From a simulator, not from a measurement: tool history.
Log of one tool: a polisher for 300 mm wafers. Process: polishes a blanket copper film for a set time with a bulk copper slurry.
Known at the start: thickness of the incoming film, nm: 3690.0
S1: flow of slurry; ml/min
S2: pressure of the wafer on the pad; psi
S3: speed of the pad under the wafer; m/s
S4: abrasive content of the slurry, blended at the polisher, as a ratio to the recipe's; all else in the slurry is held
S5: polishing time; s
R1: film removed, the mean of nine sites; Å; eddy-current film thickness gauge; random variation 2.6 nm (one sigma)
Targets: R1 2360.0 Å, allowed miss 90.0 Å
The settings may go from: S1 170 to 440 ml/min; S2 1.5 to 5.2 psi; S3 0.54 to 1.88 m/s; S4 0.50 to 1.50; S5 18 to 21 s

run	hour	S1	S2	S3	S4	S5	R1
1	0.0	280	3.3	1.20	1.00	21	2957.4
2	1.8	280	3.3	1.50	1.00	21	3750.8
3	2.6	280	3.3	1.50	1.00	21	3744.3
4	11.2	280	3.0	1.50	1.00	21	3478.9
5	11.8	280	3.0	1.50	0.80	21	3275.2
6	18.5	280	2.8	1.50	0.80	21	3194.3
7	24.5	280	2.5	1.50	0.80	21	2962.3
8	30.2	280	2.3	1.50	0.80	21	2743.9
9	35.5	280	2.2	1.50	0.80	21	2695.1
10	38.4	280	2.1	1.50	0.80	21	2637.1
11	45.7	280	2.0	1.50	0.80	21	2585.6

4 next moves are on the table. One of them brings every result within its allowed miss. Which?
A	53.0	275	1.8	1.62	1.00	21	?
B	53.0	315	1.8	1.38	0.75	21	?
C	53.0	340	1.7	1.54	0.70	21	?
D	53.0	290	1.9	1.70	0.65	21	?

move	R1
A	2676.2
B	2200.5
C	2345.5
D	2683.3
A: further off than the last run
B: takes the result that was furthest off past its target
C: meets every target
D: further off than the last run
Move C is the one to make.

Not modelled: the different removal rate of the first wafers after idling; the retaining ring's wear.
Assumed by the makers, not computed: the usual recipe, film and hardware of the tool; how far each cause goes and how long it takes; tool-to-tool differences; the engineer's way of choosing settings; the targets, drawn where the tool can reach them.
